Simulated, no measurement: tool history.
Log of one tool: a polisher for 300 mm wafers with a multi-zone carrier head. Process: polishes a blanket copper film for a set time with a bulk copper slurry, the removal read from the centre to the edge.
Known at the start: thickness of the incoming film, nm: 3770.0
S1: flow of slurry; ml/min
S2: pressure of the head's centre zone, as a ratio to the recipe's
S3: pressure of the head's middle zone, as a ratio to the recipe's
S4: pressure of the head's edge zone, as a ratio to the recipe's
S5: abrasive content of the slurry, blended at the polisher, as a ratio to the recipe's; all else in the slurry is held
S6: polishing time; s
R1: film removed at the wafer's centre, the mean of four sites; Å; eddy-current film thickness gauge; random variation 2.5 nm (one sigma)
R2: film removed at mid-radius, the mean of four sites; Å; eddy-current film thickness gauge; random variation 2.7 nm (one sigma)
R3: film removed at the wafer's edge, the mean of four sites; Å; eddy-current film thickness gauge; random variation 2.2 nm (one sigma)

Run 1, hour 0: S1 295 ml/min, S2 1, S3 1, S4 1, S5 1, S6 39 s. Result: R1 3336 Å, R2 3446.5 Å, R3 3347.1 Å.
Run 2, hour 1.8: S1 295 ml/min, S2 1, S3 1.07, S4 1, S5 1, S6 39 s. Result: R1 3361.6 Å, R2 3573 Å, R3 3376.3 Å.
Run 3, hour 8.6: S1 295 ml/min, S2 1, S3 1.07, S4 1, S5 1, S6 44 s. Result: R1 3777.4 Å, R2 4057.7 Å, R3 3852.2 Å.
Run 4, hour 12.3: S1 290 ml/min, S2 1, S3 1.05, S4 1, S5 0.95, S6 43 s. Result: R1 3671.3 Å, R2 3858.9 Å, R3 3703.8 Å.
Run 5, hour 21.2: S1 285 ml/min, S2 0.99, S3 1.03, S4 1, S5 0.9, S6 42 s. Result: R1 3449.3 Å, R2 3602.4 Å, R3 3528.8 Å.
Run 6, hour 26.1: S1 285 ml/min, S2 0.94, S3 1.03, S4 1, S5 0.9, S6 42 s. Result: R1 3340.5 Å, R2 3678.3 Å, R3 3537.9 Å.
Run 7, hour 33.5: S1 280 ml/min, S2 0.94, S3 1.01, S4 0.99, S5 0.85, S6 42 s. Result: R1 3307 Å, R2 3516.5 Å, R3 3492.5 Å.

Run 8 comes next. What will it give?
Run 8, hour 37.1: S1 280 ml/min, S2 0.92, S3 0.92, S4 0.89, S5 0.6, S6 37 s. Result: R1 ?, R2 ?, R3 ?.

{"run 8": {"R1": 2562.3, "R2": 2603.6, "R3": 2707.3}}
